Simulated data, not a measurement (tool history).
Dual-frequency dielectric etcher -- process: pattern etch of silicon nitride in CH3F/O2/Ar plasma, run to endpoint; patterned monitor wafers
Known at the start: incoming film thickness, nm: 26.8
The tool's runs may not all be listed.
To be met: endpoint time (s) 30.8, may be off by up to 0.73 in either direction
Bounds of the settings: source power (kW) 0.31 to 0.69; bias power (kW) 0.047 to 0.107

{"run": 1, "day": 0.0, "source power (kW)": 0.5, "bias power (kW)": 0.077, "endpoint time (s)": 34.26}
{"run": 2, "day": 0.325, "source power (kW)": 0.51, "bias power (kW)": 0.078, "endpoint time (s)": 34.372}
{"run": 3, "day": 0.692, "source power (kW)": 0.51, "bias power (kW)": 0.087, "endpoint time (s)": 33.115}
{"run": 4, "day": 0.771, "source power (kW)": 0.52, "bias power (kW)": 0.088, "endpoint time (s)": 33.205}
{"run": 5, "day": 1.075, "source power (kW)": 0.53, "bias power (kW)": 0.089, "endpoint time (s)": 32.507}
{"run": 6, "day": 1.158, "source power (kW)": 0.54, "bias power (kW)": 0.089, "endpoint time (s)": 32.56}
{"run": 7, "day": 1.442, "source power (kW)": 0.55, "bias power (kW)": 0.09, "endpoint time (s)": 32.258}
{"run": 8, "day": 1.612, "source power (kW)": 0.56, "bias power (kW)": 0.091, "endpoint time (s)": 31.753}

Below are 4 possible settings for the next run. Only one of them brings all results inside the allowed miss of their targets. Which is it?
{"run": "A", "day": 1.783, "source power (kW)": 0.55, "bias power (kW)": 0.085, "endpoint time (s)": "?"}
{"run": "B", "day": 1.783, "source power (kW)": 0.55, "bias power (kW)": 0.106, "endpoint time (s)": "?"}
{"run": "C", "day": 1.783, "source power (kW)": 0.52, "bias power (kW)": 0.09, "endpoint time (s)": "?"}
{"run": "D", "day": 1.783, "source power (kW)": 0.62, "bias power (kW)": 0.107, "endpoint time (s)": "?"}

move=A endpoint_time_(s)=32.43
move=B endpoint_time_(s)=30.613
move=C endpoint_time_(s)=32.568
move=D endpoint_time_(s)=29.338
A: the biggest miss grows against the last run
B: all results in spec
C: the biggest miss grows against the last run
D: the result that was furthest off in the last run now lies on the other side of its target
Move B is the one to make.
